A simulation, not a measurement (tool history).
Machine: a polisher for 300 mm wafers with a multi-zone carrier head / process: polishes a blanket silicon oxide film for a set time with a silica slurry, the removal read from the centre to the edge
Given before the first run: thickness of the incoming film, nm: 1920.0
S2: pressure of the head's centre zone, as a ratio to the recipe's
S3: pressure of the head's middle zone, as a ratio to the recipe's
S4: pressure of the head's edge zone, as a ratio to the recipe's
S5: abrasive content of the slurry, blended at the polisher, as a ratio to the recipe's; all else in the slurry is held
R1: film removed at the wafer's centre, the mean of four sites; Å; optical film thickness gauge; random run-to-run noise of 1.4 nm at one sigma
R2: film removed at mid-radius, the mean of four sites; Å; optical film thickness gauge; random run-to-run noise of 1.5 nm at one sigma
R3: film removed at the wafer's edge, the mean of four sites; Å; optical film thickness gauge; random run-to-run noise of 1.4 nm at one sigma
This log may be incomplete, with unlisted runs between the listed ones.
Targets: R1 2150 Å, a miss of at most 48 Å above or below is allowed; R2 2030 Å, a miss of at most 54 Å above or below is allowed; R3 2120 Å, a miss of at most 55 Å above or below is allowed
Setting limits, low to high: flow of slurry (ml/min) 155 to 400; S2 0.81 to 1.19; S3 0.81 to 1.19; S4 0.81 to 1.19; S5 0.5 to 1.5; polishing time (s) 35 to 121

run 1 hour=0 | flow_of_slurry_(ml/min)=255 S2=1 S3=1 S4=1 S5=1 polishing_time_(s)=78 | R1=2455.3 R2=2468.8 R3=2450.3
run 2 hour=1.3 | flow_of_slurry_(ml/min)=255 S2=1 S3=1 S4=1 S5=1 polishing_time_(s)=64 | R1=2039.6 R2=2042.9 R3=1999.4
run 3 hour=10.2 | flow_of_slurry_(ml/min)=255 S2=0.94 S3=1 S4=1 S5=1 polishing_time_(s)=64 | R1=1934.7 R2=2020.6 R3=2009.2
run 4 hour=12.7 | flow_of_slurry_(ml/min)=270 S2=0.95 S3=0.99 S4=1.01 S5=1 polishing_time_(s)=64 | R1=1962.2 R2=2027.6 R3=2031.1
run 5 hour=17.4 | flow_of_slurry_(ml/min)=270 S2=0.95 S3=0.99 S4=1.01 S5=0.85 polishing_time_(s)=64 | R1=1806.7 R2=1847.4 R3=1841.9
run 6 hour=25.8 | flow_of_slurry_(ml/min)=230 S2=0.95 S3=0.99 S4=1.01 S5=0.85 polishing_time_(s)=64 | R1=1789.6 R2=1848.4 R3=1825.1
run 7 hour=28 | flow_of_slurry_(ml/min)=240 S2=0.97 S3=1 S4=1.04 S5=0.85 polishing_time_(s)=64 | R1=1801.2 R2=1858.3 R3=1859.9
run 8 hour=33.4 | flow_of_slurry_(ml/min)=250 S2=1 S3=1 S4=1.06 S5=0.85 polishing_time_(s)=64 | R1=1874.7 R2=1851.5 R3=1873.9
run 9 hour=39.1 | flow_of_slurry_(ml/min)=250 S2=1 S3=1 S4=1.06 S5=0.85 polishing_time_(s)=64 | R1=1867 R2=1875 R3=1861.3
run 10 hour=45.9 | flow_of_slurry_(ml/min)=260 S2=1.01 S3=1 S4=1.08 S5=0.9 polishing_time_(s)=64 | R1=1949.3 R2=1914.1 R3=1987.2
run 11 hour=53.5 | flow_of_slurry_(ml/min)=275 S2=1.02 S3=1.01 S4=1.09 S5=0.9 polishing_time_(s)=64 | R1=1968.5 R2=1954 R3=1996.2
run 12 hour=57.9 | flow_of_slurry_(ml/min)=285 S2=1.03 S3=1.01 S4=1.1 S5=0.9 polishing_time_(s)=64 | R1=1998.7 R2=1939.2 R3=2010.8
run 13 hour=64.1 | flow_of_slurry_(ml/min)=295 S2=1.04 S3=1.01 S4=1.11 S5=0.9 polishing_time_(s)=64 | R1=2032.6 R2=1981.1 R3=2028.9
run 14 hour=70.4 | flow_of_slurry_(ml/min)=305 S2=1.04 S3=1.01 S4=1.12 S5=0.9 polishing_time_(s)=64 | R1=2013.1 R2=1961.5 R3=2013.2
run 15 hour=78 | flow_of_slurry_(ml/min)=305 S2=1.05 S3=1.01 S4=1.13 S5=0.9 polishing_time_(s)=64 | R1=2058.2 R2=1950.4 R3=2052.1
run 16 hour=84.8 | flow_of_slurry_(ml/min)=315 S2=1.05 S3=1.01 S4=1.13 S5=0.9 polishing_time_(s)=64 | R1=2041.9 R2=1970.3 R3=2021.6
run 17 hour=88.9 | flow_of_slurry_(ml/min)=315 S2=1.06 S3=1.01 S4=1.14 S5=0.9 polishing_time_(s)=64 | R1=2063.9 R2=1997.1 R3=2039.1
run 18 hour=94 | flow_of_slurry_(ml/min)=360 S2=1.08 S3=0.99 S4=1.19 S5=0.9 polishing_time_(s)=64 | R1=2112.5 R2=1954.8 R3=2126.1

Of the 4 settings listed for the next run, only one would bring every result within its allowed miss of target. Which one?
run A hour=99.1 | flow_of_slurry_(ml/min)=370 S2=1.09 S3=1.02 S4=1.17 S5=0.9 polishing_time_(s)=65 | R1=? R2=? R3=?
run B hour=99.1 | flow_of_slurry_(ml/min)=375 S2=1.09 S3=0.94 S4=1.19 S5=0.95 polishing_time_(s)=61 | R1=? R2=? R3=?
run C hour=99.1 | flow_of_slurry_(ml/min)=360 S2=1.03 S3=1.02 S4=1.18 S5=1 polishing_time_(s)=61 | R1=? R2=? R3=?
run D hour=99.1 | flow_of_slurry_(ml/min)=375 S2=1.08 S3=0.95 S4=1.19 S5=0.9 polishing_time_(s)=64 | R1=? R2=? R3=?

move=A R1=2179.3 R2=2028.1 R3=2110.2
move=B R1=2106.4 R2=1830.8 R3=2060.5
move=C R1=2056.6 R2=2008.4 R3=2099.4
move=D R1=2130.3 R2=1882.6 R3=2099.8
A: each result inside its tolerance
B: misses by more than the last run did
C: the furthest-off result lands on target, but another misses its tolerance
D: misses by more than the last run did
A is the move that brings every result within its allowed miss.
